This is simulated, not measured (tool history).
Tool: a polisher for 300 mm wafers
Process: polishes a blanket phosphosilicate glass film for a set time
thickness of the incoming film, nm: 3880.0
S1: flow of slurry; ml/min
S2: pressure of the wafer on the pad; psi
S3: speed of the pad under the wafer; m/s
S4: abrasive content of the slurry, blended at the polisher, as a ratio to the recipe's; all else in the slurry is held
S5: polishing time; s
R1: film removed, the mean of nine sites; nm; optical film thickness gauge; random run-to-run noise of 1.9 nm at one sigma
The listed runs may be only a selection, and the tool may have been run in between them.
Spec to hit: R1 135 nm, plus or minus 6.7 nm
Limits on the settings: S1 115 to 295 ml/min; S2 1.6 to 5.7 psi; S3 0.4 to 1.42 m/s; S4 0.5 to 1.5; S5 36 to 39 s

run  hour   S1   S2    S3    S4  S5      R1
  1     0  190  3.6   0.9     1  39  288.86
  2   1.2  190  3.3  0.86     1  39   265.2
  3   9.6  190  3.3  0.86  1.15  39  271.72
  4  17.5  190    3  0.82  1.15  39  240.63
  5  22.3  190    3  0.68  1.15  39   210.9
  6  30.2  190  2.8  0.66  1.15  39  197.94
  7  38.2  190  2.6  0.64  1.15  39  181.09
  8  43.3  190  2.4  0.64  1.15  39   166.7
  9  48.6  190  2.3  0.64  1.15  39  160.46
 10  54.3  190  1.6  0.62  1.15  39  110.83
 11    59  190  1.7  0.62  1.15  39  116.65
 12  61.2  190  1.7  0.62  1.15  39  116.53
 13  69.6  190  1.7  0.62  1.15  39  121.06
 14  70.6  190  2.1  0.62  1.15  39  144.58

4 next moves are on the table. One of them brings every result within its allowed miss. Which?
  A  71.6  205  2.2   0.6  1.15  36   ?
  B  71.6  175  2.1  0.56  1.05  36   ?
  C  71.6  175  2.6   0.6   1.2  36   ?
  D  71.6  255    2   0.8  1.25  36   ?

move      R1
   A  131.66
   B  114.65
   C  154.29
   D   152.7
A: every result lands within tolerance
B: carries the result that was furthest off beyond its target, to the other side
C: its largest miss is bigger than the last run's
D: its largest miss is bigger than the last run's
The move that meets every target is A.
